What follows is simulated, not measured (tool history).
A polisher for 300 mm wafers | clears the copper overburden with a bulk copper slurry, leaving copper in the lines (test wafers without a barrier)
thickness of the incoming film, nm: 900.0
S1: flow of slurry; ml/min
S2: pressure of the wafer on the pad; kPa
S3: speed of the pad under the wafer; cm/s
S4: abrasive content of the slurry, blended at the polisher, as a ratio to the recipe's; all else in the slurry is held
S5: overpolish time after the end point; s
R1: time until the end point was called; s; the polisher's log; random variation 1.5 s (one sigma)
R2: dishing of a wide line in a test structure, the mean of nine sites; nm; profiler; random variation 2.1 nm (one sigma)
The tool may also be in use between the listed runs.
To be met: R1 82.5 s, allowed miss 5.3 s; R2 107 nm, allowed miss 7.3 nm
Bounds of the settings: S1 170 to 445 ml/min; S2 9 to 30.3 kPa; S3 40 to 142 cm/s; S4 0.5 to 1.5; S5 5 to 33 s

run 1 hour=0 | S1=285 S2=19.3 S3=90 S4=1 S5=17 | R1=121.95 R2=65.505
run 2 hour=1 | S1=285 S2=19.3 S3=90 S4=1.15 S5=17 | R1=115.71 R2=68.838
run 3 hour=2.7 | S1=325 S2=19.3 S3=90 S4=1.15 S5=17 | R1=114.79 R2=66.063
run 4 hour=6.6 | S1=320 S2=20 S3=90 S4=1.15 S5=18 | R1=112.32 R2=73.894
run 5 hour=13.3 | S1=320 S2=20.7 S3=90 S4=1.15 S5=18 | R1=106.56 R2=74.033
run 6 hour=17.9 | S1=320 S2=20.7 S3=106 S4=1.15 S5=18 | R1=99.661 R2=79.179
run 7 hour=21.3 | S1=320 S2=20.7 S3=106 S4=1.15 S5=18 | R1=99.34 R2=78.945
run 8 hour=25.2 | S1=320 S2=20.7 S3=106 S4=1.15 S5=18 | R1=100.89 R2=78.282
run 9 hour=31.6 | S1=320 S2=21.4 S3=106 S4=1.15 S5=19 | R1=95.335 R2=83.186
run 10 hour=33.2 | S1=320 S2=22.1 S3=106 S4=1.15 S5=20 | R1=92.313 R2=87.172
run 11 hour=34.5 | S1=320 S2=22.1 S3=106 S4=1.15 S5=21 | R1=89.218 R2=93.046
run 12 hour=41.9 | S1=320 S2=22.8 S3=108 S4=1.15 S5=23 | R1=92.792 R2=96.928
run 13 hour=42.6 | S1=320 S2=24.1 S3=110 S4=1.15 S5=23 | R1=81.277 R2=98.476

Which of these 5 next moves meets every target?
run A hour=43.3 | S1=390 S2=26.9 S3=120 S4=1 S5=15 | R1=? R2=?
run B hour=43.3 | S1=295 S2=22.1 S3=104 S4=1.1 S5=20 | R1=? R2=?
run C hour=43.3 | S1=320 S2=26.9 S3=100 S4=0.95 S5=27 | R1=? R2=?
run D hour=43.3 | S1=280 S2=29 S3=82 S4=1.4 S5=18 | R1=? R2=?
run E hour=43.3 | S1=285 S2=20 S3=136 S4=0.85 S5=18 | R1=? R2=?

move=A R1=70.26 R2=89.715
move=B R1=92.572 R2=87.748
move=C R1=80.733 R2=111.47
move=D R1=80.972 R2=92.71
move=E R1=87.894 R2=83.939
A: further off than the last run
B: further off than the last run
C: meets every target
D: further off than the last run
E: further off than the last run
Answer: C

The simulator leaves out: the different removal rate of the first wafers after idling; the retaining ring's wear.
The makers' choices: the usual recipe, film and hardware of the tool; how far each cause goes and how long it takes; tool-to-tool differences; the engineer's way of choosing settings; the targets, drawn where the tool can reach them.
